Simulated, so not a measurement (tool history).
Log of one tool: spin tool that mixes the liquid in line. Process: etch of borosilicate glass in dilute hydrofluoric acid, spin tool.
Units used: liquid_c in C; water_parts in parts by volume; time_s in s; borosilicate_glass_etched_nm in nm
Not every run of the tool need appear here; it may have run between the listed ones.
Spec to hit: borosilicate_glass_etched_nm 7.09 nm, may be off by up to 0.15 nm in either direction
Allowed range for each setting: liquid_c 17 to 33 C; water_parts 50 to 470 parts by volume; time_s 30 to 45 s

Run 1, hour 0: liquid_c 25 C, water_parts 260 parts by volume, time_s 45 s. Result: borosilicate_glass_etched_nm 5.2246 nm.
Run 2, hour 1.6: liquid_c 25 C, water_parts 260 parts by volume, time_s 45 s. Result: borosilicate_glass_etched_nm 5.2291 nm.
Run 3, hour 4.2: liquid_c 27.5 C, water_parts 260 parts by volume, time_s 45 s. Result: borosilicate_glass_etched_nm 5.6743 nm.
Run 4, hour 5.8: liquid_c 28.5 C, water_parts 255 parts by volume, time_s 45 s. Result: borosilicate_glass_etched_nm 6.0414 nm.
Run 5, hour 9.5: liquid_c 30 C, water_parts 255 parts by volume, time_s 45 s. Result: borosilicate_glass_etched_nm 6.303 nm.
Run 6, hour 13.8: liquid_c 30.5 C, water_parts 255 parts by volume, time_s 45 s. Result: borosilicate_glass_etched_nm 6.4127 nm.
Run 7, hour 14.5: liquid_c 31 C, water_parts 255 parts by volume, time_s 45 s. Result: borosilicate_glass_etched_nm 6.5554 nm.
Run 8, hour 22.3: liquid_c 31.5 C, water_parts 255 parts by volume, time_s 45 s. Result: borosilicate_glass_etched_nm 6.6223 nm.
Run 9, hour 31: liquid_c 32 C, water_parts 255 parts by volume, time_s 45 s. Result: borosilicate_glass_etched_nm 6.7563 nm.
Run 10, hour 38.2: liquid_c 32.5 C, water_parts 255 parts by volume, time_s 45 s. Result: borosilicate_glass_etched_nm 6.827 nm.
Run 11, hour 47.2: liquid_c 32.5 C, water_parts 255 parts by volume, time_s 45 s. Result: borosilicate_glass_etched_nm 6.8494 nm.

Which of these 5 next moves meets every target?
Run A, hour 56.2: liquid_c 27 C, water_parts 215 parts by volume, time_s 45 s. Result: borosilicate_glass_etched_nm ?.
Run B, hour 56.2: liquid_c 32.5 C, water_parts 240 parts by volume, time_s 45 s. Result: borosilicate_glass_etched_nm ?.
Run C, hour 56.2: liquid_c 33 C, water_parts 175 parts by volume, time_s 30 s. Result: borosilicate_glass_etched_nm ?.
Run D, hour 56.2: liquid_c 31.5 C, water_parts 255 parts by volume, time_s 45 s. Result: borosilicate_glass_etched_nm ?.
Run E, hour 56.2: liquid_c 33 C, water_parts 245 parts by volume, time_s 45 s. Result: borosilicate_glass_etched_nm ?.

move  borosilicate_glass_etched_nm
   A                        7.1108
   B                        7.4317
   C                        7.5257
   D                        6.6488
   E                        7.3508
A: all results land within tolerance of their targets
B: takes the biggest miss from the last run beyond its target
C: takes the biggest miss from the last run beyond its target
D: misses by more than the last run did
E: takes the biggest miss from the last run beyond its target
So the answer is move A, the one that meets all the targets.
